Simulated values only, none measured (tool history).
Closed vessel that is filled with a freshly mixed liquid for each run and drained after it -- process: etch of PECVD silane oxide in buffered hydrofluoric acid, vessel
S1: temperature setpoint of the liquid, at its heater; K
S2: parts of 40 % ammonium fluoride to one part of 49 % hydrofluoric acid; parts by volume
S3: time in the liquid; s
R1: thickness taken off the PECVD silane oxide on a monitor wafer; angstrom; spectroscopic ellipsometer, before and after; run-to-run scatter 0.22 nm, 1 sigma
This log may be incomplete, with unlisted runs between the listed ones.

run  hour      S1    S2  S3      R1
  1   0.0  297.15  11.5  35  503.99
  2   7.8  297.15  11.5  35  499.54
  3  12.4  296.15  11.5  35  474.42
  4  14.0  295.15  11.5  35  445.20
  5  21.1  295.15  11.5  35  449.81
  6  24.4  294.65  11.5  35  440.89
     28.8  -- hydrofluoric acid flow meter replaced
  7  28.8  294.15  11.5  35  461.08

Expected results for the next run?
  8  33.0  293.15  11.5  35   ?

Run 8 yielded R1 434.59 angstrom.

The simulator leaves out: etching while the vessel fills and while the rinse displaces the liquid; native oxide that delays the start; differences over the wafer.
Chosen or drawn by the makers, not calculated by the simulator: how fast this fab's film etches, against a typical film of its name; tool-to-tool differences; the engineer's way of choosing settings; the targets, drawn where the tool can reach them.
